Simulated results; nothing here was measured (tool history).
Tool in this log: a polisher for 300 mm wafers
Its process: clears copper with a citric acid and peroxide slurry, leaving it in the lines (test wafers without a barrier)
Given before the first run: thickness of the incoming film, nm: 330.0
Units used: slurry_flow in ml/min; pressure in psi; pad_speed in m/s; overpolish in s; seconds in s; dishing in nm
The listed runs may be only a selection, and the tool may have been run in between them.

run  hour  slurry_flow  pressure  pad_speed  slurry_solids  overpolish  seconds  dishing
  1     0          245       2.8       1.34              1          11   114.33   22.517
  2     2          245       2.8       1.34              1           7   117.02   15.166
  3   2.6          245       2.7       1.34              1           8   120.19   16.504
  4  10.3          245       2.7       1.34              1           3   118.42   6.4884
  5  12.8          245       2.4       1.34              1           3   131.26    6.134
  6  13.7          245       2.4       1.34              1           3   130.86   6.0447
  7  19.7          240       2.5       1.26              1           5   131.56   9.5947
  8  20.7          185       3.3        0.9           1.05           8   152.85   13.336
  9  26.6          180       3.5       0.88           1.05           9   151.62   15.166
 10  33.7          180       3.6       0.86           1.05          10   149.22   16.502
 11  35.8          180       3.6       0.86            1.1          11   153.55   18.055
 12    44          180       3.7       0.86           1.05          11    155.9   18.199
 13  49.9          180       3.8       0.88           1.05          11    146.4   19.034
 14  52.2          175       3.9       0.88           1.05          11   142.98   19.374
     55.1  -- worn pad replaced by a new one
 15  55.1          170         4       0.86           1.05          12   130.23   23.131
 16  56.5          170       3.9       0.84           1.05          13   132.13   24.202

For run 17, what comes out?
 17  64.1          175       3.9       0.84           1.05          13        ?        ?

seconds: 130.99 s
dishing: 24.508 nm

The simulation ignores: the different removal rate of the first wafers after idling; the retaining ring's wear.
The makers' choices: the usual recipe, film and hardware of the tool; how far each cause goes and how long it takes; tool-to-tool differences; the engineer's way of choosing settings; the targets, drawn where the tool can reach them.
